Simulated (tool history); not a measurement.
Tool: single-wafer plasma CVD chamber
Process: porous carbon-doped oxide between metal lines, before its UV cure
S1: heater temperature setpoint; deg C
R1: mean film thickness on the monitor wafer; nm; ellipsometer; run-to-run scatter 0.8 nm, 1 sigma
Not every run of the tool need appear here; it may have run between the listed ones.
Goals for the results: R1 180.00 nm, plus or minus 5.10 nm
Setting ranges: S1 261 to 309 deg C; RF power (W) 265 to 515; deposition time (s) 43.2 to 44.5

Run 1, hour 0.0: S1 285 deg C, RF power (W) 390, deposition time (s) 43.2. Result: R1 225.36 nm.
Run 2, hour 4.1: S1 288 deg C, RF power (W) 380, deposition time (s) 43.2. Result: R1 216.31 nm.
Run 3, hour 5.7: S1 291 deg C, RF power (W) 370, deposition time (s) 43.2. Result: R1 209.51 nm.
Run 4, hour 7.3: S1 293 deg C, RF power (W) 360, deposition time (s) 43.2. Result: R1 202.65 nm.
Run 5, hour 12.1: S1 293 deg C, RF power (W) 335, deposition time (s) 43.2. Result: R1 192.46 nm.
Run 6, hour 18.8: S1 294 deg C, RF power (W) 335, deposition time (s) 43.2. Result: R1 190.32 nm.
Run 7, hour 20.7: S1 295 deg C, RF power (W) 335, deposition time (s) 43.2. Result: R1 189.86 nm.
Run 8, hour 28.8: S1 296 deg C, RF power (W) 335, deposition time (s) 43.2. Result: R1 189.18 nm.

Which one of the following 4 next-run settings gets every result inside its allowed miss? There is exactly one.
Run A, hour 36.9: S1 294 deg C, RF power (W) 360, deposition time (s) 43.2. Result: R1 ?.
Run B, hour 36.9: S1 287 deg C, RF power (W) 345, deposition time (s) 43.2. Result: R1 ?.
Run C, hour 36.9: S1 308 deg C, RF power (W) 400, deposition time (s) 43.2. Result: R1 ?.
Run D, hour 36.9: S1 293 deg C, RF power (W) 315, deposition time (s) 43.2. Result: R1 ?.

move      R1
   A  200.52
   B  201.28
   C  202.81
   D  181.52
A: its largest miss is bigger than the last run's
B: its largest miss is bigger than the last run's
C: its largest miss is bigger than the last run's
D: all results in spec
The right move is D.
